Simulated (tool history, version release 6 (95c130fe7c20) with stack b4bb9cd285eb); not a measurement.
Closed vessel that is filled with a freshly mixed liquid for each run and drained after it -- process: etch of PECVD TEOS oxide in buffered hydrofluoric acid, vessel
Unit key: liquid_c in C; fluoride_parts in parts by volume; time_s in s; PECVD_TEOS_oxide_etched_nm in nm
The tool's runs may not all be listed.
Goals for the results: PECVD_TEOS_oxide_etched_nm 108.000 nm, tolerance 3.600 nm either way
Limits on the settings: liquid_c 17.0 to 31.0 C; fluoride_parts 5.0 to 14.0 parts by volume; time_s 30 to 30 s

| run | day | liquid_c | fluoride_parts | time_s | PECVD_TEOS_oxide_etched_nm |
|---|---|---|---|---|---|
| 1 | 0.000 | 23.0 | 8.5 | 30 | 61.271 |
| 2 | 0.342 | 24.5 | 8.5 | 30 | 67.633 |
| 3 | 0.554 | 24.5 | 8.5 | 30 | 67.903 |
| 4 | 0.862 | 24.5 | 8.5 | 30 | 68.082 |
| 5 | 0.962 | 25.5 | 8.5 | 30 | 69.592 |
| 6 | 1.088 | 26.5 | 8.0 | 30 | 79.951 |
| 7 | 1.129 | 27.5 | 8.0 | 30 | 83.675 |
| 8 | 1.204 | 28.0 | 8.0 | 30 | 87.102 |
| 9 | 1.562 | 28.5 | 8.0 | 30 | 88.956 |
| 10 | 1.667 | 29.0 | 8.0 | 30 | 91.101 |
| 11 | 1.871 | 29.5 | 8.0 | 30 | 93.051 |
| 12 | 2.158 | 29.5 | 8.0 | 30 | 93.039 |
| 13 | 2.496 | 30.0 | 8.0 | 30 | 95.418 |

Which of these 4 next moves meets every target?
| A | 2.833 | 29.0 | 9.0 | 30 | ? |
| B | 2.833 | 28.5 | 9.0 | 30 | ? |
| C | 2.833 | 29.5 | 8.0 | 30 | ? |
| D | 2.833 | 31.0 | 7.5 | 30 | ? |

| move | PECVD_TEOS_oxide_etched_nm |
|---|---|
| A | 79.305 |
| B | 77.238 |
| C | 92.503 |
| D | 107.270 |
A: its largest miss is bigger than the last run's
B: its largest miss is bigger than the last run's
C: its largest miss is bigger than the last run's
D: all results land within tolerance of their targets
The right move is D.
